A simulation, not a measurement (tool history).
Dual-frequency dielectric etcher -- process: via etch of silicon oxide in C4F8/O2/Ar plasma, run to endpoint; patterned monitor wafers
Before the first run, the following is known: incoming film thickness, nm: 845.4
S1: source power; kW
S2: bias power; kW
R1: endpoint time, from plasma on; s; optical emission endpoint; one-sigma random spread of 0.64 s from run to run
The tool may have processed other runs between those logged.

Run 1, hour 0: S1 1.82 kW, S2 2.395 kW. Result: R1 161.41 s.
Run 2, hour 6.4: S1 1.82 kW, S2 2.01 kW. Result: R1 171.29 s.
Run 3, hour 12.1: S1 1.97 kW, S2 2.095 kW. Result: R1 165.44 s.
Run 4, hour 17.5: S1 2.19 kW, S2 2.095 kW. Result: R1 159.57 s.
Run 5, hour 19.7: S1 2.19 kW, S2 1.773 kW. Result: R1 167.6 s.
Run 6, hour 20.9: S1 2.19 kW, S2 2.127 kW. Result: R1 160.1 s.
Run 7, hour 22.5: S1 2.56 kW, S2 2.606 kW. Result: R1 143.53 s.

Expected results for the next run?
Run 8, hour 30.4: S1 2.56 kW, S2 2.665 kW. Result: R1 ?.

Run 8 came out at R1 141.37 s.
